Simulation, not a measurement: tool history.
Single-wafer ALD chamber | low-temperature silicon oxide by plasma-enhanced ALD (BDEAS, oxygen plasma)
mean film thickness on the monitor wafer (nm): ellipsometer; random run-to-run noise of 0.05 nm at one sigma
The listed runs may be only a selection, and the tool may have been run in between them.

run	hour	heater temperature setpoint (K)	number of ALD cycles (cycles)	mean film thickness on the monitor wafer (nm)
1	0.0	363.15	47	6.7170
2	3.1	363.15	52	7.4013
3	10.3	371.15	52	7.3288
4	18.5	367.15	52	7.3205
5	24.6	366.15	54	7.6782
6	30.9	365.15	55	7.8387
7	33.5	364.15	56	8.0344
8	34.2	363.15	57	8.1163
9	38.9	363.15	58	8.3415

Forecast run 10:
10	44.2	362.15	59	?

{"run 10": {"mean film thickness on the monitor wafer (nm)": 8.5111}}
